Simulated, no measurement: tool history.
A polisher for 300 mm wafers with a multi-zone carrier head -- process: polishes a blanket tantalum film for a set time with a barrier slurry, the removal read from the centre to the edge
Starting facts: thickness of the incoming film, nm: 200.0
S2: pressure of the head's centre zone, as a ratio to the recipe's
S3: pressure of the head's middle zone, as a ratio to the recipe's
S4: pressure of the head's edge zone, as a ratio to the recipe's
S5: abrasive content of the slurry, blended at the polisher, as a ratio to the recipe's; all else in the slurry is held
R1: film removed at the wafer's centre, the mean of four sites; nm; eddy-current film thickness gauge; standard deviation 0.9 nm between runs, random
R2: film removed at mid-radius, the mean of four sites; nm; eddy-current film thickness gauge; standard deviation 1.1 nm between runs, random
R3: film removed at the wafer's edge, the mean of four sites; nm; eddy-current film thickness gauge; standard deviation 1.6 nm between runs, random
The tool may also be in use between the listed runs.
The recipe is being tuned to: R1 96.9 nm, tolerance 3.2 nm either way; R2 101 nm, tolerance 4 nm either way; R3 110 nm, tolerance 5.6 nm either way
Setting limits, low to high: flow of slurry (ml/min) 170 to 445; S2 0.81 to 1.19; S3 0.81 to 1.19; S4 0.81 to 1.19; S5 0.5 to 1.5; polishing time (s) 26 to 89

Run 1, hour 0: flow of slurry (ml/min) 285, S2 1, S3 1, S4 1, S5 1, polishing time (s) 57. Result: R1 75.427 nm, R2 77.182 nm, R3 78.551 nm.
Run 2, hour 0.7: flow of slurry (ml/min) 285, S2 0.92, S3 1, S4 1, S5 1, polishing time (s) 57. Result: R1 68.708 nm, R2 78.352 nm, R3 80.011 nm.
Run 3, hour 2: flow of slurry (ml/min) 285, S2 0.92, S3 1, S4 0.93, S5 1, polishing time (s) 57. Result: R1 69.727 nm, R2 77.489 nm, R3 78.822 nm.
Run 4, hour 3.6: flow of slurry (ml/min) 285, S2 0.92, S3 1, S4 0.93, S5 1, polishing time (s) 47. Result: R1 57.325 nm, R2 63.607 nm, R3 63.757 nm.
Run 5, hour 10.1: flow of slurry (ml/min) 285, S2 0.92, S3 1, S4 0.93, S5 0.9, polishing time (s) 47. Result: R1 55.124 nm, R2 59.71 nm, R3 60.54 nm.
Run 6, hour 18.4: flow of slurry (ml/min) 280, S2 0.94, S3 0.97, S4 0.96, S5 1.1, polishing time (s) 51. Result: R1 65.702 nm, R2 70.951 nm, R3 72.213 nm.
Run 7, hour 20.3: flow of slurry (ml/min) 275, S2 0.95, S3 0.93, S4 0.99, S5 1.25, polishing time (s) 55. Result: R1 75.777 nm, R2 75.536 nm, R3 80.84 nm.
Run 8, hour 24.9: flow of slurry (ml/min) 275, S2 0.95, S3 0.94, S4 1.03, S5 1.35, polishing time (s) 58. Result: R1 81.174 nm, R2 81.704 nm, R3 87.969 nm.
Run 9, hour 26.3: flow of slurry (ml/min) 275, S2 0.95, S3 0.95, S4 1.05, S5 1.4, polishing time (s) 61. Result: R1 85.711 nm, R2 87.708 nm, R3 99.207 nm.
Run 10, hour 30.2: flow of slurry (ml/min) 285, S2 0.97, S3 0.98, S4 1.05, S5 1.45, polishing time (s) 62. Result: R1 89.773 nm, R2 92.612 nm, R3 97.071 nm.
Run 11, hour 34.7: flow of slurry (ml/min) 280, S2 0.97, S3 0.98, S4 1.07, S5 1.45, polishing time (s) 63. Result: R1 92 nm, R2 93.202 nm, R3 101.95 nm.
Run 12, hour 40.4: flow of slurry (ml/min) 280, S2 0.97, S3 0.99, S4 1.08, S5 1.45, polishing time (s) 64. Result: R1 92.818 nm, R2 96.301 nm, R3 105.48 nm.

Consider the 4 candidate settings below. Which is the only one whose results all fall within their allowed miss of target?
Run A, hour 46.1: flow of slurry (ml/min) 300, S2 1, S3 0.88, S4 1.12, S5 1.3, polishing time (s) 65. Result: R1 ?, R2 ?, R3 ?.
Run B, hour 46.1: flow of slurry (ml/min) 255, S2 0.97, S3 1.01, S4 1.12, S5 1.45, polishing time (s) 68. Result: R1 ?, R2 ?, R3 ?.
Run C, hour 46.1: flow of slurry (ml/min) 305, S2 0.93, S3 0.97, S4 1.07, S5 1.45, polishing time (s) 65. Result: R1 ?, R2 ?, R3 ?.
Run D, hour 46.1: flow of slurry (ml/min) 305, S2 1.05, S3 0.9, S4 1.12, S5 1.4, polishing time (s) 64. Result: R1 ?, R2 ?, R3 ?.

move      R1      R2      R3
   A  95.216  84.483  101.69
   B  97.457  100.18  107.75
   C  91.321  94.512  102.29
   D  100.67  86.586  102.25
A: the furthest-off result lands on target, but another misses its tolerance
B: meets every target
C: the biggest miss grows against the last run
D: pushes the last run's worst result past its target
The move that meets every target is B.
